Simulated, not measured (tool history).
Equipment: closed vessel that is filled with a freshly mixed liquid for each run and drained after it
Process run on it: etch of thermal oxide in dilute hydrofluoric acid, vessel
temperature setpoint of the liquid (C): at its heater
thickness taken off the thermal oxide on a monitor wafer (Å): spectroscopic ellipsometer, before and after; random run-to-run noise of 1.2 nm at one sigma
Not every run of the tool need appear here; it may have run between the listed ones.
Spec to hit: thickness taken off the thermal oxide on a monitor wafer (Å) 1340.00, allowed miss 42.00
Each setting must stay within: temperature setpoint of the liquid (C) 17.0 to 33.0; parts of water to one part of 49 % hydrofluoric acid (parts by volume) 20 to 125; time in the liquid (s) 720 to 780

run  hour  temperature setpoint of the liquid (C)  parts of water to one part of 49 % hydrofluoric acid (parts by volume)  time in the liquid (s)  thickness taken off the thermal oxide on a monitor wafer (Å)
  1   0.0                                    25.0                                                                      70                     720                                                        608.53
  2   6.1                                    25.0                                                                      70                     780                                                        663.09
  3  13.5                                    25.0                                                                      80                     780                                                        572.19
  4  18.5                                    25.0                                                                      80                     780                                                        569.46
  5  24.1                                    27.0                                                                      70                     780                                                        712.48
  6  28.8                                    28.5                                                                      60                     780                                                        909.64
  7  32.8                                    29.5                                                                      55                     780                                                       1019.80
  8  35.0                                    33.0                                                                      45                     780                                                       1472.30
  9  37.6                                    32.5                                                                      45                     780                                                       1401.40
 10  39.1                                    32.0                                                                      45                     780                                                       1389.20

4 next moves are on the table. One of them brings every result within its allowed miss. Which?
  A  40.6                                    33.0                                                                      45                     725                                                             ?
  B  40.6                                    33.0                                                                      45                     770                                                             ?
  C  40.6                                    29.0                                                                      35                     720                                                             ?
  D  40.6                                    32.5                                                                      45                     765                                                             ?

move  thickness taken off the thermal oxide on a monitor wafer (Å)
   A                                                       1358.60
   B                                                       1442.90
   C                                                       1512.00
   D                                                       1406.60
A: all results in spec
B: moves away from the targets compared with the last run
C: moves away from the targets compared with the last run
D: moves away from the targets compared with the last run
Move A is the one to make.

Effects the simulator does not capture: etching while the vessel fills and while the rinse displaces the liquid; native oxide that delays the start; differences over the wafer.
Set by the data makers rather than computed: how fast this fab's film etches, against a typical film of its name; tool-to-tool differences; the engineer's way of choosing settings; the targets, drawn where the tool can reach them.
